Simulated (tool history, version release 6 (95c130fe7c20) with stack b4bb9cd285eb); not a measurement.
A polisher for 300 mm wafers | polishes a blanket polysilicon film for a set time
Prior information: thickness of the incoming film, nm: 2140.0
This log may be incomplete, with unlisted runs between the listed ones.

| run | hour | flow of slurry (ml/min) | pressure of the wafer on the pad (kPa) | speed of the pad under the wafer (m/s) | polishing time (s) | film removed (nm) |
|---|---|---|---|---|---|---|
| 1 | 0 | 215 | 13.8 | 1.16 | 34 | 229.13 |
| 2 | 2.1 | 215 | 15.2 | 1.16 | 34 | 246.13 |
| 3 | 2.9 | 245 | 15.2 | 1.16 | 34 | 247.02 |
| 4 | 7.7 | 245 | 15.2 | 1.16 | 34 | 248.05 |
| 5 | 10.2 | 245 | 13.8 | 1.14 | 34 | 228.83 |
| 6 | 11.3 | 245 | 13.8 | 1.3 | 34 | 267.14 |
| 7 | 16 | 245 | 12.4 | 1.28 | 34 | 241.89 |
| 8 | 23 | 245 | 11 | 1.26 | 34 | 207.01 |
| 9 | 24.5 | 245 | 11 | 1.26 | 34 | 211.02 |

Estimate the outcome of run 10 from the log above:
| 10 | 25.1 | 245 | 10.3 | 1.26 | 34 | ? |

Run 10 produced film removed (nm) 205.5.

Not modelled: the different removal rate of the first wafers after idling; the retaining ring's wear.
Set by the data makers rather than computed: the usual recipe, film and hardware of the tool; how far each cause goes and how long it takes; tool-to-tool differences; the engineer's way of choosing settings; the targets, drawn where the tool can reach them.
